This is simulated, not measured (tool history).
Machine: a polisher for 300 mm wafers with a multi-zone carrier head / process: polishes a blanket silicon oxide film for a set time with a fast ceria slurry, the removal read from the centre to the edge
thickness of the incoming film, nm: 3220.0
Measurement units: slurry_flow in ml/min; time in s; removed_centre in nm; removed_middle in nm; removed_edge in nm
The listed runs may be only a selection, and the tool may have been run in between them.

{"run": 1, "hour": 0.0, "slurry_flow": 245, "centre_zone": 1, "middle_zone": 1, "edge_zone": 1, "time": 40, "removed_centre": 498.45, "removed_middle": 489.51, "removed_edge": 509.68}
{"run": 2, "hour": 8.3, "slurry_flow": 250, "centre_zone": 1.01, "middle_zone": 1.03, "edge_zone": 1.03, "time": 42, "removed_centre": 533.66, "removed_middle": 538.06, "removed_edge": 540.87}
{"run": 3, "hour": 10.0, "slurry_flow": 255, "centre_zone": 1.01, "middle_zone": 1.04, "edge_zone": 1.06, "time": 43, "removed_centre": 550.88, "removed_middle": 554.84, "removed_edge": 558.07}
{"run": 4, "hour": 12.0, "slurry_flow": 255, "centre_zone": 1, "middle_zone": 1.05, "edge_zone": 1.07, "time": 44, "removed_centre": 555.89, "removed_middle": 565.81, "removed_edge": 587.49}
{"run": 5, "hour": 16.0, "slurry_flow": 255, "centre_zone": 1, "middle_zone": 1.05, "edge_zone": 1.07, "time": 54, "removed_centre": 677.92, "removed_middle": 677.24, "removed_edge": 702.17}
{"run": 6, "hour": 20.5, "slurry_flow": 255, "centre_zone": 1, "middle_zone": 1.05, "edge_zone": 1.07, "time": 48, "removed_centre": 597.71, "removed_middle": 608.66, "removed_edge": 644.04}
{"run": 7, "hour": 24.2, "slurry_flow": 255, "centre_zone": 1, "middle_zone": 1.05, "edge_zone": 1.07, "time": 48, "removed_centre": 601.39, "removed_middle": 620.31, "removed_edge": 630.92}
{"run": 8, "hour": 30.4, "slurry_flow": 265, "centre_zone": 1, "middle_zone": 1.06, "edge_zone": 1.08, "time": 48, "removed_centre": 607.62, "removed_middle": 639.06, "removed_edge": 632.43}

What will run 9 give?
{"run": 9, "hour": 38.4, "slurry_flow": 270, "centre_zone": 1, "middle_zone": 1.06, "edge_zone": 1.09, "time": 48, "removed_centre": "?", "removed_middle": "?", "removed_edge": "?"}

Run 9 came out at removed_centre 606.88 nm, removed_middle 651.82 nm, removed_edge 649.41 nm.

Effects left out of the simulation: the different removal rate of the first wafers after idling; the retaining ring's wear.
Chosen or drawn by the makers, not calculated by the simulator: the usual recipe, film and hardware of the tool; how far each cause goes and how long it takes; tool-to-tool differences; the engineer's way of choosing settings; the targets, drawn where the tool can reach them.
